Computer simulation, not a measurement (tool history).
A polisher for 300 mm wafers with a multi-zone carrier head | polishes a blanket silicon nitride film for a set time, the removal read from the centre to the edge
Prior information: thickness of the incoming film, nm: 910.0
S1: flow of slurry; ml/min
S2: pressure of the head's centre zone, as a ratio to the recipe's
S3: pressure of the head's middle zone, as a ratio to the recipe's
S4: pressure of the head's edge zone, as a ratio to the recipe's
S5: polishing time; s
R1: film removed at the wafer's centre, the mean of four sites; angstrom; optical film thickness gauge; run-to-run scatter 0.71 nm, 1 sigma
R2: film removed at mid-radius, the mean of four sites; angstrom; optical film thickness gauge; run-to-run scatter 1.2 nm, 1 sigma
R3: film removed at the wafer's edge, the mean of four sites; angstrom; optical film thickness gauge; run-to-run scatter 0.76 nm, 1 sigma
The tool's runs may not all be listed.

run 1 hour=0 | S1=235 S2=1 S3=1 S4=1 S5=88 | R1=1739.2 R2=1696.9 R3=1718
run 2 hour=2.5 | S1=290 S2=1 S3=1 S4=1 S5=88 | R1=1767 R2=1695.4 R3=1741.4
run 3 hour=5 | S1=285 S2=0.96 S3=0.99 S4=0.96 S5=82 | R1=1580.5 R2=1565.3 R3=1605.5
run 4 hour=6.9 | S1=275 S2=0.94 S3=0.99 S4=0.92 S5=77 | R1=1467.5 R2=1450.9 R3=1476.7
run 5 hour=15.4 | S1=245 S2=0.94 S3=0.99 S4=0.92 S5=77 | R1=1425.4 R2=1452.9 R3=1448.6
run 6 hour=15.9 | S1=230 S2=0.92 S3=0.98 S4=0.89 S5=75 | R1=1352.9 R2=1396.4 R3=1406.6

What does the tool deliver on the next run?
run 7 hour=21.6 | S1=225 S2=0.91 S3=0.99 S4=0.87 S5=72 | R1=? R2=? R3=?

Run 7 gave R1 1305.2 angstrom, R2 1370.2 angstrom, R3 1321 angstrom.

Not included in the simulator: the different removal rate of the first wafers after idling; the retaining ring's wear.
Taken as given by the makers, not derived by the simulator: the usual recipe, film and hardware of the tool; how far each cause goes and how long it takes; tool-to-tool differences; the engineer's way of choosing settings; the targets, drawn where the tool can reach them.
